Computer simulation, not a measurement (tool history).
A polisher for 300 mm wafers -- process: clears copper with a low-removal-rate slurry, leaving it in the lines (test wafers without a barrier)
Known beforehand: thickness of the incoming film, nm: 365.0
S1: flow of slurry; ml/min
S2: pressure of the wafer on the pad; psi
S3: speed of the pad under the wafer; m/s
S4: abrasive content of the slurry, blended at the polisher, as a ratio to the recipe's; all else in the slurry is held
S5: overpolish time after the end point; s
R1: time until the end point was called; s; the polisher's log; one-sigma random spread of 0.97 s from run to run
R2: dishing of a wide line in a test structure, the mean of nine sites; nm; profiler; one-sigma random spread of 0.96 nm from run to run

Run 1, hour 0.0: S1 200 ml/min, S2 3.0 psi, S3 1.08 m/s, S4 1.00, S5 12 s. Result: R1 129.280 s, R2 22.887 nm.
Run 2, hour 8.8: S1 200 ml/min, S2 3.2 psi, S3 1.08 m/s, S4 1.00, S5 13 s. Result: R1 120.080 s, R2 25.947 nm.
Run 3, hour 10.6: S1 200 ml/min, S2 3.2 psi, S3 1.08 m/s, S4 1.15, S5 13 s. Result: R1 115.080 s, R2 27.004 nm.
Run 4, hour 14.2: S1 200 ml/min, S2 3.2 psi, S3 1.08 m/s, S4 1.30, S5 13 s. Result: R1 110.700 s, R2 27.778 nm.
Run 5, hour 15.3: S1 200 ml/min, S2 3.3 psi, S3 1.08 m/s, S4 1.30, S5 14 s. Result: R1 106.300 s, R2 30.981 nm.
Run 6, hour 20.6: S1 200 ml/min, S2 3.3 psi, S3 1.08 m/s, S4 1.45, S5 14 s. Result: R1 103.850 s, R2 31.948 nm.
Run 7, hour 22.9: S1 200 ml/min, S2 3.4 psi, S3 1.08 m/s, S4 1.45, S5 15 s. Result: R1 101.630 s, R2 35.521 nm.
Run 8, hour 29.6: S1 205 ml/min, S2 3.5 psi, S3 1.08 m/s, S4 1.45, S5 16 s. Result: R1 97.612 s, R2 37.121 nm.
Run 9, hour 33.4: S1 205 ml/min, S2 3.5 psi, S3 1.08 m/s, S4 1.45, S5 16 s. Result: R1 99.562 s, R2 38.262 nm.

Expected results for the next run?
Run 10, hour 40.5: S1 205 ml/min, S2 3.6 psi, S3 1.08 m/s, S4 1.45, S5 17 s. Result: R1 ?, R2 ?.

Logged for run 10: R1 96.103 s, R2 38.834 nm.

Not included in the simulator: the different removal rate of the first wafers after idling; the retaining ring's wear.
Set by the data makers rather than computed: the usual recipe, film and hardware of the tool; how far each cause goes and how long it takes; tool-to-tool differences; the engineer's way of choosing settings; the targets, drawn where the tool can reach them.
